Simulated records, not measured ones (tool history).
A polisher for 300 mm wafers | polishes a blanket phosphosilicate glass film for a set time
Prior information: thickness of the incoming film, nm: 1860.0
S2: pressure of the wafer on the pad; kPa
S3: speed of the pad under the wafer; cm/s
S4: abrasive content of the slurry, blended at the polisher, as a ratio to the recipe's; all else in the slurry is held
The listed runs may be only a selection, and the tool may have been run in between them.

Run 1, hour 0.0: flow of slurry (ml/min) 185, S2 20.0 kPa, S3 82 cm/s, S4 1.0, polishing time (s) 100. Result: film removed (nm) 549.93.
Run 2, hour 3.0: flow of slurry (ml/min) 185, S2 20.0 kPa, S3 82 cm/s, S4 1.0, polishing time (s) 100. Result: film removed (nm) 558.29.
Run 3, hour 5.8: flow of slurry (ml/min) 180, S2 18.6 kPa, S3 82 cm/s, S4 1.0, polishing time (s) 100. Result: film removed (nm) 523.47.
Run 4, hour 12.9: flow of slurry (ml/min) 180, S2 23.4 kPa, S3 82 cm/s, S4 1.0, polishing time (s) 100. Result: film removed (nm) 640.47.
Run 5, hour 18.2: flow of slurry (ml/min) 180, S2 23.4 kPa, S3 82 cm/s, S4 1.0, polishing time (s) 100. Result: film removed (nm) 641.43.
Run 6, hour 27.1: flow of slurry (ml/min) 175, S2 21.4 kPa, S3 82 cm/s, S4 1.0, polishing time (s) 100. Result: film removed (nm) 581.95.
Run 7, hour 30.0: flow of slurry (ml/min) 170, S2 20.0 kPa, S3 82 cm/s, S4 1.0, polishing time (s) 100. Result: film removed (nm) 539.84.
Run 8, hour 31.2: flow of slurry (ml/min) 160, S2 19.3 kPa, S3 82 cm/s, S4 1.0, polishing time (s) 100. Result: film removed (nm) 519.81.
Run 9, hour 39.2: flow of slurry (ml/min) 145, S2 13.8 kPa, S3 82 cm/s, S4 1.0, polishing time (s) 100. Result: film removed (nm) 369.60.

What will run 10 give?
Run 10, hour 46.3: flow of slurry (ml/min) 150, S2 13.8 kPa, S3 82 cm/s, S4 1.0, polishing time (s) 100. Result: film removed (nm) ?.

film removed (nm): 378.50
